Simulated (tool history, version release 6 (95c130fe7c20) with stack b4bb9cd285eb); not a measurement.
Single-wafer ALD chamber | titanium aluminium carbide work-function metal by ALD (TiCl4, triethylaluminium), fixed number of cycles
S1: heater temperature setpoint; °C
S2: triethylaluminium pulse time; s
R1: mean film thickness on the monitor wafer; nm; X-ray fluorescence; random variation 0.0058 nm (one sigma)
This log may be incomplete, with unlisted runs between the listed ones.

{"run": 1, "hour": 0.0, "S1": 295, "S2": 13.53, "R1": 2.0731}
{"run": 2, "hour": 1.7, "S1": 292, "S2": 13.24, "R1": 2.0411}
{"run": 3, "hour": 3.3, "S1": 292, "S2": 17.08, "R1": 2.0588}
{"run": 4, "hour": 5.0, "S1": 292, "S2": 18.68, "R1": 2.0525}
{"run": 5, "hour": 10.5, "S1": 292, "S2": 21.69, "R1": 2.068}
{"run": 6, "hour": 18.9, "S1": 289, "S2": 21.55, "R1": 2.039}
{"run": 7, "hour": 25.2, "S1": 287, "S2": 21.45, "R1": 2.0151}

The next listed run, before its measurement:
{"run": 8, "hour": 26.0, "S1": 285, "S2": 21.38, "R1": "?"}

Run 8 measured R1 1.9978 nm.
